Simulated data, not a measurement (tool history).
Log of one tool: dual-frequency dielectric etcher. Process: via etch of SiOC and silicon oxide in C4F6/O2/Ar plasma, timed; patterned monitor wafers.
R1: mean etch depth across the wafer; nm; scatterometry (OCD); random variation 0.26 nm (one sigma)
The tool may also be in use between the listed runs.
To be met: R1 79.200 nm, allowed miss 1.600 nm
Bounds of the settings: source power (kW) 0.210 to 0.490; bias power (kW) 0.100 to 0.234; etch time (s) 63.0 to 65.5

{"run": 1, "hour": 0.0, "source power (kW)": 0.35, "bias power (kW)": 0.167, "etch time (s)": 63.0, "R1": 67.966}
{"run": 2, "hour": 6.7, "source power (kW)": 0.37, "bias power (kW)": 0.169, "etch time (s)": 63.0, "R1": 69.771}
{"run": 3, "hour": 13.7, "source power (kW)": 0.37, "bias power (kW)": 0.181, "etch time (s)": 63.0, "R1": 72.231}
{"run": 4, "hour": 22.6, "source power (kW)": 0.37, "bias power (kW)": 0.181, "etch time (s)": 63.0, "R1": 71.393}
{"run": 5, "hour": 30.2, "source power (kW)": 0.37, "bias power (kW)": 0.158, "etch time (s)": 63.0, "R1": 68.181}
{"run": 6, "hour": 35.1, "source power (kW)": 0.38, "bias power (kW)": 0.16, "etch time (s)": 63.0, "R1": 69.61}
{"run": 7, "hour": 41.9, "source power (kW)": 0.39, "bias power (kW)": 0.161, "etch time (s)": 63.0, "R1": 70.264}
{"run": 8, "hour": 50.3, "source power (kW)": 0.4, "bias power (kW)": 0.162, "etch time (s)": 63.0, "R1": 71.344}

5 next moves are on the table. One of them brings every result within its allowed miss. Which?
{"run": "A", "hour": 58.7, "source power (kW)": 0.42, "bias power (kW)": 0.156, "etch time (s)": 65.5, "R1": "?"}
{"run": "B", "hour": 58.7, "source power (kW)": 0.35, "bias power (kW)": 0.16, "etch time (s)": 64.0, "R1": "?"}
{"run": "C", "hour": 58.7, "source power (kW)": 0.45, "bias power (kW)": 0.166, "etch time (s)": 65.5, "R1": "?"}
{"run": "D", "hour": 58.7, "source power (kW)": 0.43, "bias power (kW)": 0.218, "etch time (s)": 64.5, "R1": "?"}
{"run": "E", "hour": 58.7, "source power (kW)": 0.33, "bias power (kW)": 0.169, "etch time (s)": 65.0, "R1": "?"}

move=A R1=74.731
move=B R1=68.148
move=C R1=78.744
move=D R1=84.224
move=E R1=68.877
A: nearer than the last run, and not there yet
B: further off than the last run
C: meets every target
D: takes the result that was furthest off past its target
E: further off than the last run
The right move is C.
